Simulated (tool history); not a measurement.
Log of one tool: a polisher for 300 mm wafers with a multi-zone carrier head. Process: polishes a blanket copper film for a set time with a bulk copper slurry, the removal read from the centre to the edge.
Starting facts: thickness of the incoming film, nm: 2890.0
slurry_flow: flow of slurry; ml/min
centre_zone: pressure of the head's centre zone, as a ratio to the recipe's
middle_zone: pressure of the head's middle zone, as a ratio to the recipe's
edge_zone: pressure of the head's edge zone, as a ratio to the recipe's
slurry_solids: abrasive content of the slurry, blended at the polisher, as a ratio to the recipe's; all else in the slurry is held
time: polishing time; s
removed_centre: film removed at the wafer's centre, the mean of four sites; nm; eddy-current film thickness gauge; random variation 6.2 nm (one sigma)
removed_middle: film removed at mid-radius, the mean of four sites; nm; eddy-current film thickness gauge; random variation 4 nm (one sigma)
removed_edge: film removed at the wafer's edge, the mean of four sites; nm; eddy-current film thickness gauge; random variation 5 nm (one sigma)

| run | day | slurry_flow | centre_zone | middle_zone | edge_zone | slurry_solids | time | removed_centre | removed_middle | removed_edge |
|---|---|---|---|---|---|---|---|---|---|---|
| 1 | 0 | 300 | 1 | 1 | 1 | 1 | 77 | 691.58 | 697.75 | 687.27 |
| 2 | 0.225 | 300 | 1 | 1 | 1.06 | 1 | 77 | 698.64 | 687.41 | 722.27 |
| 3 | 0.575 | 300 | 1 | 1 | 1.06 | 1 | 88 | 799.2 | 795.94 | 812.08 |
| 4 | 0.683 | 300 | 1 | 0.92 | 1.06 | 1 | 88 | 773.81 | 739.01 | 815.24 |
| 5 | 0.883 | 300 | 1 | 0.92 | 1.11 | 1 | 88 | 792.36 | 747.95 | 852.24 |
| 6 | 0.908 | 300 | 0.98 | 0.93 | 1.07 | 0.95 | 87 | 753.37 | 738.82 | 809.78 |
| 7 | 0.975 | 295 | 0.96 | 0.93 | 1.03 | 0.9 | 85 | 725.48 | 702.87 | 756.32 |
| 8 | 1.125 | 305 | 0.94 | 0.97 | 1.03 | 0.85 | 82 | 671.07 | 695.96 | 726.72 |

For run 9, what comes out?
| 9 | 1.45 | 305 | 0.92 | 0.98 | 1 | 0.8 | 81 | ? | ? | ? |

{"run 9": {"removed_centre": 649.34, "removed_middle": 681.14, "removed_edge": 683.77}}

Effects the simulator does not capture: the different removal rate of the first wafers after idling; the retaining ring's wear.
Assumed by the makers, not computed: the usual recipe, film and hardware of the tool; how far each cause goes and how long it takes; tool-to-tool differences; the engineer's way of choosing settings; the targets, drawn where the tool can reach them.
